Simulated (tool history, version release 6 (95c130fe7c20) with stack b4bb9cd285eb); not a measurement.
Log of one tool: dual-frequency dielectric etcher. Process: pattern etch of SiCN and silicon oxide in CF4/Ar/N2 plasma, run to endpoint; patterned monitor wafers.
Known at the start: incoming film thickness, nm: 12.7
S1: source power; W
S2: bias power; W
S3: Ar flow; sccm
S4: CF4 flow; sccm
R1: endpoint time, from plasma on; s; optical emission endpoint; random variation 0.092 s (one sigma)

run 1 hour=0 | S1=410 S2=88 S3=79 S4=48 | R1=15.271
run 2 hour=2.9 | S1=430 S2=89 S3=79 S4=48 | R1=14.468
run 3 hour=8.3 | S1=430 S2=89 S3=79 S4=52 | R1=14.401
run 4 hour=11.1 | S1=360 S2=89 S3=79 S4=52 | R1=16.913
run 5 hour=12.5 | S1=390 S2=89 S3=79 S4=52 | R1=15.841
run 6 hour=20.1 | S1=390 S2=89 S3=79 S4=47 | R1=16.062
run 7 hour=24.1 | S1=410 S2=90 S3=79 S4=47 | R1=15.245

The next listed run, before its measurement:
run 8 hour=26.8 | S1=430 S2=91 S3=79 S4=47 | R1=?

{"run 8": {"R1": 14.555}}
